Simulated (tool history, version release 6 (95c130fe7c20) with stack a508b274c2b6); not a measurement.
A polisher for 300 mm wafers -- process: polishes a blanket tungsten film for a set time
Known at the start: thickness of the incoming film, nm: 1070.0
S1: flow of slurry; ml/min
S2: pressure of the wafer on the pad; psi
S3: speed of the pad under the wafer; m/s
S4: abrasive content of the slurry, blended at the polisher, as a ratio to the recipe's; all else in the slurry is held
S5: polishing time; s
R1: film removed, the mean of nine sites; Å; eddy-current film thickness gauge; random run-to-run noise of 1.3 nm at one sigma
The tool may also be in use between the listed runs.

run  hour   S1   S2    S3    S4  S5      R1
  1   0.0  135  4.8  1.08  1.00  46  2784.9
  2   2.2  135  4.8  1.08  0.85  46  2718.2
  3   9.3  130  4.6  1.08  0.85  46  2599.7
  4  16.0  130  4.4  1.08  0.85  46  2479.4
  5  19.3  130  5.3  1.08  0.85  46  2972.2
  6  21.9  125  5.1  1.08  0.85  46  2828.4
  7  29.6  120  4.9  1.08  0.85  46  2709.6
  8  31.7  120  4.7  1.08  0.85  46  2580.1

Expected results for the next run?
  9  40.5  115  4.6  1.08  0.85  46   ?

Run 9 measured R1 2558.6 Å.
